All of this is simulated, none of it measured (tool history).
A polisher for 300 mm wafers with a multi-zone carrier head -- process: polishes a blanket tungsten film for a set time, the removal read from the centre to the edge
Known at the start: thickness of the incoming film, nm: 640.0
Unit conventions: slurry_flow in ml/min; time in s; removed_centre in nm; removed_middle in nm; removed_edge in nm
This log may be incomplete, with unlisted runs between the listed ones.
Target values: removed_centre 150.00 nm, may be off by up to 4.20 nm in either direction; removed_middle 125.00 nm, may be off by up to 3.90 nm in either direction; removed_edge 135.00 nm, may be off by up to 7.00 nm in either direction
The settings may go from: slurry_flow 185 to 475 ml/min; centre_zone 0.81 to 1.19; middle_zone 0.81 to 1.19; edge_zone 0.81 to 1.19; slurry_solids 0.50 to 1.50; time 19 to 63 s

run	hour	slurry_flow	centre_zone	middle_zone	edge_zone	slurry_solids	time	removed_centre	removed_middle	removed_edge
1	0.0	305	1.00	1.00	1.00	1.00	41	235.71	239.35	240.60
2	1.3	305	1.02	0.95	0.95	0.85	36	200.91	189.53	190.04
3	4.2	305	1.02	0.87	0.95	0.85	36	201.12	176.19	190.78
4	12.4	300	1.02	0.85	0.93	0.75	34	182.38	157.63	172.01
5	16.6	295	1.02	0.84	0.90	0.65	33	172.17	144.06	157.46
6	20.5	295	0.98	0.84	0.90	0.65	33	163.30	144.58	160.91
7	22.2	290	0.99	0.84	0.87	0.60	32	154.55	135.16	144.01
8	25.1	275	1.00	0.83	0.86	0.60	32	153.80	133.88	145.33

Exercise: of the 5 proposed moves below, exactly one satisfies all targets within the stated allowed misses. Which move is it?
A	28.0	330	1.11	0.87	0.84	0.60	29	?	?	?
B	28.0	280	0.94	0.88	0.92	0.60	33	?	?	?
C	28.0	315	1.08	0.83	0.87	0.60	30	?	?	?
D	28.0	345	1.13	0.89	0.83	0.50	30	?	?	?
E	28.0	300	1.03	0.82	0.83	0.65	29	?	?	?

move	removed_centre	removed_middle	removed_edge
A	160.14	127.87	134.54
B	151.49	143.56	156.14
C	160.22	126.48	140.60
D	159.72	127.64	130.96
E	150.64	123.35	136.07
A: the worst result of the last run now meets its target, but another is out of spec
B: moves away from the targets compared with the last run
C: the worst result of the last run now meets its target, but another is out of spec
D: the worst result of the last run now meets its target, but another is out of spec
E: each result inside its tolerance
So the answer is move E, the one that meets all the targets.

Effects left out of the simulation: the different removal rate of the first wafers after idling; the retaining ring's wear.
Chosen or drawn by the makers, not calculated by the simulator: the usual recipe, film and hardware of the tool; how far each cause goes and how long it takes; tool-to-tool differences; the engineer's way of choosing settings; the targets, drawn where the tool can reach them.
